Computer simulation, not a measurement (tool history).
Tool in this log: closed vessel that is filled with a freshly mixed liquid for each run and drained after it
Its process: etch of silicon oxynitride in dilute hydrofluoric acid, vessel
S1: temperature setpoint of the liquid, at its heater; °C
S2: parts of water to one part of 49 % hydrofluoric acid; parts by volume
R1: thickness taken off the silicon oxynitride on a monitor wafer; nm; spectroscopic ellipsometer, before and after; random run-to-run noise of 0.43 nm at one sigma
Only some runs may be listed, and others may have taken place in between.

{"run": 1, "hour": 0.0, "S1": 21.0, "S2": 65, "time in the liquid (s)": 540, "R1": 39.026}
{"run": 2, "hour": 2.7, "S1": 21.0, "S2": 85, "time in the liquid (s)": 540, "R1": 29.187}
{"run": 3, "hour": 9.3, "S1": 21.0, "S2": 70, "time in the liquid (s)": 540, "R1": 36.496}
{"run": 4, "hour": 11.2, "S1": 18.5, "S2": 70, "time in the liquid (s)": 540, "R1": 31.864}
{"run": 5, "hour": 15.9, "S1": 21.0, "S2": 70, "time in the liquid (s)": 540, "R1": 35.741}
{"run": 6, "hour": 18.0, "S1": 23.0, "S2": 70, "time in the liquid (s)": 540, "R1": 39.813}
{"run": 7, "hour": 22.5, "S1": 24.5, "S2": 70, "time in the liquid (s)": 540, "R1": 42.747}

Predict the results of run 8:
{"run": 8, "hour": 29.9, "S1": 25.5, "S2": 70, "time in the liquid (s)": 540, "R1": "?"}

R1: 44.453 nm
